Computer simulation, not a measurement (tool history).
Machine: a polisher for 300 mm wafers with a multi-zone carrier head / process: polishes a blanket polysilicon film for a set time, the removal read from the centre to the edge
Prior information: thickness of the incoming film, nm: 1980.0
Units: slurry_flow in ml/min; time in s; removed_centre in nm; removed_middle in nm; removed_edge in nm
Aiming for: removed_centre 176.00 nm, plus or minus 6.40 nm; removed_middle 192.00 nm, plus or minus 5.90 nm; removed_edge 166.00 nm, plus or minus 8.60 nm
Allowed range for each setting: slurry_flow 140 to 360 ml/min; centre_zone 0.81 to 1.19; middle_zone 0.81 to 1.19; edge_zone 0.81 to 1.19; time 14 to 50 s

run	day	slurry_flow	centre_zone	middle_zone	edge_zone	time	removed_centre	removed_middle	removed_edge
1	0.000	230	1.00	1.00	1.00	32	209.17	214.64	218.10
2	0.071	230	1.00	1.02	0.95	30	194.31	204.01	192.12
3	0.112	230	1.00	1.02	0.95	25	163.73	168.97	165.66
4	0.217	230	1.00	1.02	1.02	25	162.18	174.51	169.89
5	0.550	230	1.00	1.02	0.94	25	160.93	170.15	162.31
6	0.896	230	1.00	1.02	0.94	29	188.11	200.93	186.72
7	0.938	220	1.00	1.02	0.91	29	187.41	198.58	180.63
8	1.125	215	0.99	1.02	0.89	29	184.52	195.93	180.99
9	1.488	215	0.99	1.03	0.87	29	186.20	199.06	182.34

Which one of the following 5 next-run settings gets every result inside its allowed miss? There is exactly one.
A	1.850	215	0.98	1.03	0.81	28	?	?	?
B	1.850	195	1.09	1.08	0.87	27	?	?	?
C	1.850	190	0.91	0.98	0.93	32	?	?	?
D	1.850	205	1.03	1.01	0.86	27	?	?	?
E	1.850	295	0.89	0.98	0.99	27	?	?	?

move	removed_centre	removed_middle	removed_edge
A	176.35	192.98	169.88
B	186.80	191.09	167.44
C	183.75	208.45	204.37
D	177.61	181.97	167.52
E	160.12	184.79	184.34
A: meets every target
B: corrects the largest miss of the last run, while another result sits out of spec
C: its largest miss is bigger than the last run's
D: corrects the largest miss of the last run, while another result sits out of spec
E: its largest miss is bigger than the last run's
The right move is A.

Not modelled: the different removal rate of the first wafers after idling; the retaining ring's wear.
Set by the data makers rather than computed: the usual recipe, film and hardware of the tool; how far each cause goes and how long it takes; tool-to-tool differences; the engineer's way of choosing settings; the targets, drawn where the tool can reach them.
